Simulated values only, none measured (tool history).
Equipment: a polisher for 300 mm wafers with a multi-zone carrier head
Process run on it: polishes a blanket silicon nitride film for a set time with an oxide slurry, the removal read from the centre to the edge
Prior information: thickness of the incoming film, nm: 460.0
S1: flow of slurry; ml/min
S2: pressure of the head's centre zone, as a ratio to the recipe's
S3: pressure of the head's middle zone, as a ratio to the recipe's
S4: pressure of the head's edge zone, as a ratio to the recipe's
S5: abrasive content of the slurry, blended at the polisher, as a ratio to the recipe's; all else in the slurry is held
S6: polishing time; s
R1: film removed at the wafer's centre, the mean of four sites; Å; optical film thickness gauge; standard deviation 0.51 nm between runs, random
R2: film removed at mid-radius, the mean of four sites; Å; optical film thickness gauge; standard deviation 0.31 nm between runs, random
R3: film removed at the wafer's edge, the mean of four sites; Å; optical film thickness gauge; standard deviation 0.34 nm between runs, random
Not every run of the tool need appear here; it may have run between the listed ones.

| run | hour | S1 | S2 | S3 | S4 | S5 | S6 | R1 | R2 | R3 |
|---|---|---|---|---|---|---|---|---|---|---|
| 1 | 0 | 215 | 1 | 1 | 1 | 1 | 45 | 486.28 | 515.59 | 501.81 |
| 2 | 4.1 | 205 | 1 | 0.96 | 0.99 | 0.9 | 45 | 455.14 | 478.94 | 489.48 |
| 3 | 7 | 160 | 1 | 0.96 | 0.99 | 0.9 | 45 | 455.55 | 462.63 | 478.67 |
| 4 | 11.9 | 155 | 1.02 | 0.94 | 0.98 | 0.8 | 45 | 442.29 | 439.99 | 464.26 |
| 5 | 17 | 185 | 1.02 | 0.94 | 0.98 | 0.8 | 45 | 455.93 | 450.35 | 458.72 |
| 6 | 18.9 | 185 | 1.02 | 0.94 | 0.98 | 0.95 | 45 | 474.86 | 464.08 | 478.85 |
| 7 | 22.2 | 180 | 1.02 | 0.91 | 0.97 | 0.85 | 45 | 470.69 | 445.36 | 473.05 |
| 8 | 24.8 | 175 | 1.02 | 0.89 | 0.96 | 0.75 | 44 | 446.9 | 403.9 | 437.9 |
| 9 | 30.6 | 170 | 1 | 0.88 | 0.95 | 0.7 | 44 | 413.79 | 403.19 | 429.77 |

What does the tool deliver on the next run?
| 10 | 31.7 | 165 | 1 | 0.86 | 0.95 | 0.65 | 44 | ? | ? | ? |

{"run 10": {"R1": 419.86, "R2": 379.9, "R3": 421.69}}

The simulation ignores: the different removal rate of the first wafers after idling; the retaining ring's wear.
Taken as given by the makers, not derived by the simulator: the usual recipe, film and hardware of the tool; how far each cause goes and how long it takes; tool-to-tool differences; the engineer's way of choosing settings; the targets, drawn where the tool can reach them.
